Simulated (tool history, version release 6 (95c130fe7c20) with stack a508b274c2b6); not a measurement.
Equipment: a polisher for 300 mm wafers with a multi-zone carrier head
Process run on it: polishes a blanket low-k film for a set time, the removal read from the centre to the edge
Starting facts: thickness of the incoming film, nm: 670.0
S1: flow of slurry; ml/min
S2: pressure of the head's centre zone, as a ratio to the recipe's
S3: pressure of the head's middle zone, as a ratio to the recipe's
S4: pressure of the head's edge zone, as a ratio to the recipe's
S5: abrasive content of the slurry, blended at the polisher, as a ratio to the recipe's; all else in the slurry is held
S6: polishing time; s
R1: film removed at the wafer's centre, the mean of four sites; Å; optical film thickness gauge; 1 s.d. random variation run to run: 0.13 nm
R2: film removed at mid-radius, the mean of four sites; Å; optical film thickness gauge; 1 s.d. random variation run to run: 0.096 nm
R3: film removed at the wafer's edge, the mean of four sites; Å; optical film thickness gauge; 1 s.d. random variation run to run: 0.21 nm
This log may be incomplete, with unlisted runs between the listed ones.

run 1 hour=0 | S1=310 S2=1 S3=1 S4=1 S5=1 S6=75 | R1=314 R2=301.59 R3=290.35
run 2 hour=5.5 | S1=370 S2=1 S3=1 S4=1 S5=1 S6=75 | R1=318.77 R2=306.57 R3=302.66
run 3 hour=11.9 | S1=345 S2=0.99 S3=0.95 S4=0.97 S5=0.85 S6=68 | R1=261.13 R2=241.96 R3=245.95
run 4 hour=17.2 | S1=345 S2=0.99 S3=0.95 S4=0.97 S5=0.85 S6=81 | R1=310.71 R2=288.66 R3=290.74
run 5 hour=22.1 | S1=305 S2=0.99 S3=0.95 S4=0.97 S5=0.85 S6=81 | R1=308.99 R2=287.92 R3=295.24
run 6 hour=25.6 | S1=305 S2=0.99 S3=0.95 S4=0.97 S5=1 S6=81 | R1=333.46 R2=311.66 R3=323.27
run 7 hour=32.9 | S1=300 S2=0.99 S3=0.92 S4=0.95 S5=0.85 S6=73 | R1=272.1 R2=250.09 R3=256.29
run 8 hour=33.9 | S1=305 S2=0.99 S3=0.89 S4=0.95 S5=0.75 S6=67 | R1=230.78 R2=210.58 R3=221.4

For run 9, what comes out?
run 9 hour=36.6 | S1=315 S2=1 S3=0.87 S4=0.94 S5=0.65 S6=63 | R1=? R2=? R3=?

{"run 9": {"R1": 199.39, "R2": 173.44, "R3": 182.8}}
